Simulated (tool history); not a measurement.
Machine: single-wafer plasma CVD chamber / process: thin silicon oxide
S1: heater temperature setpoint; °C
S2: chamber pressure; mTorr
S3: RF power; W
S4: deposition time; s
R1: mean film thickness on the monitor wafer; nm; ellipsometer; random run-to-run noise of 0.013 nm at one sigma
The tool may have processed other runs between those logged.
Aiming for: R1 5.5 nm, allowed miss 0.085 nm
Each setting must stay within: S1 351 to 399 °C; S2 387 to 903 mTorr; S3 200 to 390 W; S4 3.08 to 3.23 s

run  hour   S1   S2   S3    S4      R1
  1     0  375  645  295  3.23  4.9223
  2   5.2  375  659  295  3.23  5.0254
  3   5.9  384  659  295  3.23  4.9962
  4   7.5  378  659  295  3.23  5.0296
  5  16.2  388  659  295  3.23  4.9824
  6  24.5  388  671  295  3.23   5.072
  7  25.7  388  681  295  3.23  5.1508
  8  31.1  388  681  295  3.23  5.1464

Which one of the following 5 next-run settings gets every result inside its allowed miss? There is exactly one.
  A  36.5  380  794  250  3.23   ?
  B  36.5  397  740  325  3.23   ?
  C  36.5  388  729  330  3.14   ?
  D  36.5  389  702  300  3.18   ?
  E  36.5  389  763  295  3.23   ?

move      R1
   A  5.6184
   B  5.6945
   C  5.5168
   D  5.2258
   E   5.707
A: the result that was furthest off in the last run now lies on the other side of its target
B: the result that was furthest off in the last run now lies on the other side of its target
C: each result inside its tolerance
D: closes in on the targets versus the last run, not all within tolerance yet
E: the result that was furthest off in the last run now lies on the other side of its target
C meets every target.

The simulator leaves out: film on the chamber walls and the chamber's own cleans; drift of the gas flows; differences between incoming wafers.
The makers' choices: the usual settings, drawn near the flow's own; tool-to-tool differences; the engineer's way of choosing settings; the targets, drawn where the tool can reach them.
